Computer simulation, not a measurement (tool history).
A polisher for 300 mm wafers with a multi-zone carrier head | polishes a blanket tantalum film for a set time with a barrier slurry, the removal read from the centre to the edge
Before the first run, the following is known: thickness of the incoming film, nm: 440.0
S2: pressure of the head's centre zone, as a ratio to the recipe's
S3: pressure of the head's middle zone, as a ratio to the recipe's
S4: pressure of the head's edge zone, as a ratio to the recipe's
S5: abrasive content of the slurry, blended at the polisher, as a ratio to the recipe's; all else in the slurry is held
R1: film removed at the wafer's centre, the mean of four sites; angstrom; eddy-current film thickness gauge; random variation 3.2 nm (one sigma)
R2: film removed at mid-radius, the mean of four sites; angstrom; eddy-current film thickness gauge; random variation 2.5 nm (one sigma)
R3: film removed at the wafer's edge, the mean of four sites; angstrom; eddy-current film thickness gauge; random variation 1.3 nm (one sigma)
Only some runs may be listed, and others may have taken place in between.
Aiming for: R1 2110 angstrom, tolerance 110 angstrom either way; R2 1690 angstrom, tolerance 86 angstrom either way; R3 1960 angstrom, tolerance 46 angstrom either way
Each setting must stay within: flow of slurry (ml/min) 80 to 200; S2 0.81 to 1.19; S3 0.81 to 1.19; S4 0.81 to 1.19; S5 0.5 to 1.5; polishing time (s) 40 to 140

Run 1, hour 0: flow of slurry (ml/min) 130, S2 1, S3 1, S4 1, S5 1, polishing time (s) 90. Result: R1 1435.5 angstrom, R2 1430.5 angstrom, R3 1457.6 angstrom.
Run 2, hour 6.2: flow of slurry (ml/min) 130, S2 1, S3 1, S4 1, S5 0.9, polishing time (s) 90. Result: R1 1372.1 angstrom, R2 1401.3 angstrom, R3 1368.9 angstrom.
Run 3, hour 7.3: flow of slurry (ml/min) 130, S2 0.96, S3 1, S4 1, S5 0.9, polishing time (s) 90. Result: R1 1284.7 angstrom, R2 1379.9 angstrom, R3 1378.5 angstrom.
Run 4, hour 12.8: flow of slurry (ml/min) 140, S2 0.99, S3 0.99, S4 1.03, S5 1, polishing time (s) 90. Result: R1 1447.7 angstrom, R2 1479.8 angstrom, R3 1506 angstrom.
Run 5, hour 19.9: flow of slurry (ml/min) 140, S2 0.99, S3 0.99, S4 1.07, S5 1, polishing time (s) 90. Result: R1 1433 angstrom, R2 1426.1 angstrom, R3 1505.5 angstrom.
Run 6, hour 24.6: flow of slurry (ml/min) 140, S2 0.99, S3 0.99, S4 1.15, S5 1, polishing time (s) 90. Result: R1 1463.5 angstrom, R2 1462.1 angstrom, R3 1529.6 angstrom.
Run 7, hour 25.4: flow of slurry (ml/min) 140, S2 0.99, S3 0.99, S4 1.15, S5 1, polishing time (s) 90. Result: R1 1444.1 angstrom, R2 1503.9 angstrom, R3 1555.9 angstrom.
Run 8, hour 32.1: flow of slurry (ml/min) 150, S2 1.02, S3 0.97, S4 1.16, S5 1.05, polishing time (s) 90. Result: R1 1567 angstrom, R2 1481.1 angstrom, R3 1600.1 angstrom.
Run 9, hour 38.4: flow of slurry (ml/min) 155, S2 1.04, S3 0.97, S4 1.17, S5 1.15, polishing time (s) 90. Result: R1 1652.2 angstrom, R2 1530.7 angstrom, R3 1684.2 angstrom.
Run 10, hour 38.9: flow of slurry (ml/min) 160, S2 1.06, S3 0.97, S4 1.17, S5 1.2, polishing time (s) 90. Result: R1 1744.7 angstrom, R2 1601.1 angstrom, R3 1700.4 angstrom.
Run 11, hour 46.3: flow of slurry (ml/min) 165, S2 1.07, S3 0.95, S4 1.17, S5 1.25, polishing time (s) 90. Result: R1 1779.4 angstrom, R2 1586.5 angstrom, R3 1748.3 angstrom.
Run 12, hour 48.3: flow of slurry (ml/min) 170, S2 1.08, S3 0.94, S4 1.17, S5 1.3, polishing time (s) 90. Result: R1 1857.7 angstrom, R2 1639.3 angstrom, R3 1793 angstrom.
Run 13, hour 53.1: flow of slurry (ml/min) 175, S2 1.09, S3 0.93, S4 1.17, S5 1.35, polishing time (s) 90. Result: R1 1862.1 angstrom, R2 1615.1 angstrom, R3 1797.7 angstrom.
At hour 61.4: slurry nozzle cleaned.
Run 14, hour 61.4: flow of slurry (ml/min) 175, S2 1.1, S3 0.92, S4 1.17, S5 1.4, polishing time (s) 91. Result: R1 2045.3 angstrom, R2 1721.5 angstrom, R3 1866.5 angstrom.
Run 15, hour 64.8: flow of slurry (ml/min) 180, S2 1.1, S3 0.9, S4 1.17, S5 1.4, polishing time (s) 91. Result: R1 2024.4 angstrom, R2 1709.6 angstrom, R3 1881.2 angstrom.
Run 16, hour 72.2: flow of slurry (ml/min) 180, S2 1.1, S3 0.88, S4 1.17, S5 1.4, polishing time (s) 91. Result: R1 2098.4 angstrom, R2 1673.4 angstrom, R3 1899.1 angstrom.
Run 17, hour 81: flow of slurry (ml/min) 180, S2 1.09, S3 0.88, S4 1.17, S5 1.4, polishing time (s) 91. Result: R1 2026 angstrom, R2 1684.8 angstrom, R3 1884 angstrom.
Run 18, hour 88.1: flow of slurry (ml/min) 180, S2 1.09, S3 0.87, S4 1.17, S5 1.4, polishing time (s) 91. Result: R1 1939.2 angstrom, R2 1612.3 angstrom, R3 1897.9 angstrom.
Run 19, hour 89.8: flow of slurry (ml/min) 185, S2 1.1, S3 0.87, S4 1.17, S5 1.4, polishing time (s) 91. Result: R1 2049 angstrom, R2 1646 angstrom, R3 1910.4 angstrom.

Exercise: of the 4 proposed moves below, exactly one satisfies all targets within the stated allowed misses. Which move is it?
Run A, hour 91.5: flow of slurry (ml/min) 180, S2 1.07, S3 0.96, S4 1.19, S5 1.5, polishing time (s) 85. Result: R1 ?, R2 ?, R3 ?.
Run B, hour 91.5: flow of slurry (ml/min) 175, S2 1.09, S3 0.9, S4 1.19, S5 1.5, polishing time (s) 88. Result: R1 ?, R2 ?, R3 ?.
Run C, hour 91.5: flow of slurry (ml/min) 160, S2 1.13, S3 0.89, S4 1.17, S5 1.5, polishing time (s) 90. Result: R1 ?, R2 ?, R3 ?.
Run D, hour 91.5: flow of slurry (ml/min) 170, S2 1.1, S3 0.86, S4 1.15, S5 1.3, polishing time (s) 98. Result: R1 ?, R2 ?, R3 ?.

move      R1      R2      R3
   A  1913.5  1719.5  1799.8
   B  2006.4  1678.6  1858.3
   C  2088.8  1673.4  1865.7
   D  2158.5    1725  1959.4
A: the biggest miss grows against the last run
B: the biggest miss grows against the last run
C: the biggest miss grows against the last run
D: meets every target
Move D is the one to make.
